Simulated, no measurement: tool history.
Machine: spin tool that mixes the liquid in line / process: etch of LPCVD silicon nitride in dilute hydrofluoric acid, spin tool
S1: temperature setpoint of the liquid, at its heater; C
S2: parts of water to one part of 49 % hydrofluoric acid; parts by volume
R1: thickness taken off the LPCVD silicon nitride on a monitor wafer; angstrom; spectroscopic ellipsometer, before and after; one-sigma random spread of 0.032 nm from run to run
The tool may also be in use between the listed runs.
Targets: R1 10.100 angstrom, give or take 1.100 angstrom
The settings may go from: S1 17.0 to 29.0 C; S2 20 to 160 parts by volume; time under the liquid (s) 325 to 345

Run 1, hour 0.0: S1 21.0 C, S2 90 parts by volume, time under the liquid (s) 325. Result: R1 15.742 angstrom.
Run 2, hour 6.7: S1 21.0 C, S2 90 parts by volume, time under the liquid (s) 345. Result: R1 16.742 angstrom.
Run 3, hour 10.9: S1 21.0 C, S2 65 parts by volume, time under the liquid (s) 345. Result: R1 23.162 angstrom.
Run 4, hour 13.8: S1 19.5 C, S2 65 parts by volume, time under the liquid (s) 345. Result: R1 20.507 angstrom.
Run 5, hour 22.5: S1 21.0 C, S2 65 parts by volume, time under the liquid (s) 345. Result: R1 22.406 angstrom.
Run 6, hour 30.5: S1 21.0 C, S2 65 parts by volume, time under the liquid (s) 345. Result: R1 24.280 angstrom.
Run 7, hour 34.6: S1 20.5 C, S2 70 parts by volume, time under the liquid (s) 345. Result: R1 21.173 angstrom.
Run 8, hour 42.1: S1 20.5 C, S2 70 parts by volume, time under the liquid (s) 345. Result: R1 21.539 angstrom.
Run 9, hour 48.6: S1 20.0 C, S2 80 parts by volume, time under the liquid (s) 340. Result: R1 17.342 angstrom.
Run 10, hour 50.2: S1 19.5 C, S2 85 parts by volume, time under the liquid (s) 340. Result: R1 15.775 angstrom.
Run 11, hour 53.1: S1 19.0 C, S2 90 parts by volume, time under the liquid (s) 340. Result: R1 14.574 angstrom.
Run 12, hour 56.2: S1 18.5 C, S2 95 parts by volume, time under the liquid (s) 340. Result: R1 13.562 angstrom.
Run 13, hour 57.1: S1 18.5 C, S2 100 parts by volume, time under the liquid (s) 340. Result: R1 12.441 angstrom.

Consider the 4 candidate settings below. Which is the only one whose results all fall within their allowed miss of target?
Run A, hour 58.0: S1 18.5 C, S2 90 parts by volume, time under the liquid (s) 345. Result: R1 ?.
Run B, hour 58.0: S1 18.5 C, S2 125 parts by volume, time under the liquid (s) 345. Result: R1 ?.
Run C, hour 58.0: S1 19.5 C, S2 90 parts by volume, time under the liquid (s) 325. Result: R1 ?.
Run D, hour 58.0: S1 17.0 C, S2 75 parts by volume, time under the liquid (s) 325. Result: R1 ?.

move      R1
   A  13.952
   B  10.139
   C  14.081
   D  14.130
A: moves away from the targets compared with the last run
B: every result lands within tolerance
C: moves away from the targets compared with the last run
D: moves away from the targets compared with the last run
B is the move that brings every result within its allowed miss.
